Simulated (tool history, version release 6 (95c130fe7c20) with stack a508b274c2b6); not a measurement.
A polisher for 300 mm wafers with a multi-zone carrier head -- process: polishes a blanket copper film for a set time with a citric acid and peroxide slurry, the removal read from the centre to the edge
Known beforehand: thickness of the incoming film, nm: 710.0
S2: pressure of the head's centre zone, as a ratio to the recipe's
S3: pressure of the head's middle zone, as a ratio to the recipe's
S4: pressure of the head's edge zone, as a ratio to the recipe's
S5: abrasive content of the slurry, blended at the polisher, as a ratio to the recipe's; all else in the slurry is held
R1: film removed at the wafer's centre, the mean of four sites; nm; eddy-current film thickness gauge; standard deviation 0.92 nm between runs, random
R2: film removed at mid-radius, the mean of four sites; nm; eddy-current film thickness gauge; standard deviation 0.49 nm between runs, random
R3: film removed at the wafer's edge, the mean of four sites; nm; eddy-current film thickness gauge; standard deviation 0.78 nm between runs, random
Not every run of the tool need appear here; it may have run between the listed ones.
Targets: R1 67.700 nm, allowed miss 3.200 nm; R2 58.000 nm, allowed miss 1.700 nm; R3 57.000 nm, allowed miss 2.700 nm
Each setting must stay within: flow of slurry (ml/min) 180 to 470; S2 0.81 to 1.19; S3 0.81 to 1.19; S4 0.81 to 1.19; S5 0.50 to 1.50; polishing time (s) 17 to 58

Run 1, hour 0.0: flow of slurry (ml/min) 300, S2 1.00, S3 1.00, S4 1.00, S5 1.00, polishing time (s) 37. Result: R1 91.781 nm, R2 102.300 nm, R3 101.540 nm.
Run 2, hour 2.4: flow of slurry (ml/min) 300, S2 1.09, S3 1.00, S4 1.00, S5 1.00, polishing time (s) 37. Result: R1 102.990 nm, R2 101.680 nm, R3 98.090 nm.
Run 3, hour 6.0: flow of slurry (ml/min) 300, S2 1.09, S3 0.92, S4 1.00, S5 1.00, polishing time (s) 37. Result: R1 101.350 nm, R2 96.030 nm, R3 96.929 nm.
Run 4, hour 13.8: flow of slurry (ml/min) 300, S2 1.05, S3 0.92, S4 1.00, S5 1.00, polishing time (s) 37. Result: R1 98.285 nm, R2 95.922 nm, R3 98.842 nm.
Run 5, hour 22.5: flow of slurry (ml/min) 300, S2 1.05, S3 0.92, S4 1.00, S5 1.20, polishing time (s) 37. Result: R1 103.150 nm, R2 98.058 nm, R3 102.360 nm.
Run 6, hour 27.8: flow of slurry (ml/min) 375, S2 1.05, S3 0.92, S4 1.00, S5 1.20, polishing time (s) 37. Result: R1 105.870 nm, R2 102.110 nm, R3 104.420 nm.
Run 7, hour 28.4: flow of slurry (ml/min) 355, S2 1.08, S3 0.89, S4 0.96, S5 1.00, polishing time (s) 33. Result: R1 88.928 nm, R2 83.729 nm, R3 86.268 nm.
Run 8, hour 32.9: flow of slurry (ml/min) 350, S2 1.12, S3 0.87, S4 0.91, S5 0.85, polishing time (s) 31. Result: R1 87.953 nm, R2 74.229 nm, R3 77.662 nm.
Run 9, hour 41.1: flow of slurry (ml/min) 350, S2 1.12, S3 0.89, S4 0.89, S5 0.75, polishing time (s) 28. Result: R1 74.879 nm, R2 67.758 nm, R3 66.530 nm.
Run 10, hour 45.0: flow of slurry (ml/min) 350, S2 1.13, S3 0.88, S4 0.87, S5 0.65, polishing time (s) 27. Result: R1 72.336 nm, R2 62.471 nm, R3 61.116 nm.
Run 11, hour 47.2: flow of slurry (ml/min) 350, S2 1.13, S3 0.88, S4 0.87, S5 0.65, polishing time (s) 27. Result: R1 72.743 nm, R2 62.801 nm, R3 61.434 nm.
Run 12, hour 52.9: flow of slurry (ml/min) 345, S2 1.12, S3 0.87, S4 0.85, S5 0.60, polishing time (s) 27. Result: R1 69.763 nm, R2 60.946 nm, R3 58.947 nm.
At hour 59.4: centre zone pressure recalibrated.
Run 13, hour 59.4: flow of slurry (ml/min) 315, S2 1.11, S3 0.83, S4 0.82, S5 0.60, polishing time (s) 27. Result: R1 70.363 nm, R2 58.643 nm, R3 59.329 nm.

Which one of the following 4 next-run settings gets every result inside its allowed miss? There is exactly one.
Run A, hour 65.9: flow of slurry (ml/min) 395, S2 1.10, S3 0.89, S4 0.87, S5 0.85, polishing time (s) 23. Result: R1 ?, R2 ?, R3 ?.
Run B, hour 65.9: flow of slurry (ml/min) 380, S2 1.19, S3 0.85, S4 0.81, S5 0.80, polishing time (s) 25. Result: R1 ?, R2 ?, R3 ?.
Run C, hour 65.9: flow of slurry (ml/min) 255, S2 0.98, S3 0.85, S4 0.81, S5 0.55, polishing time (s) 27. Result: R1 ?, R2 ?, R3 ?.
Run D, hour 65.9: flow of slurry (ml/min) 315, S2 1.11, S3 0.81, S4 0.86, S5 0.70, polishing time (s) 27. Result: R1 ?, R2 ?, R3 ?.

move      R1      R2      R3
   A  67.922  57.457  55.478
   B  78.578  59.528  57.540
   C  61.742  57.155  55.673
   D  75.500  59.526  61.250
A: meets every target
B: the worst result of the last run now meets its target, but another is out of spec
C: the worst result of the last run now meets its target, but another is out of spec
D: the biggest miss grows against the last run
So the answer is move A, the one that meets all the targets.
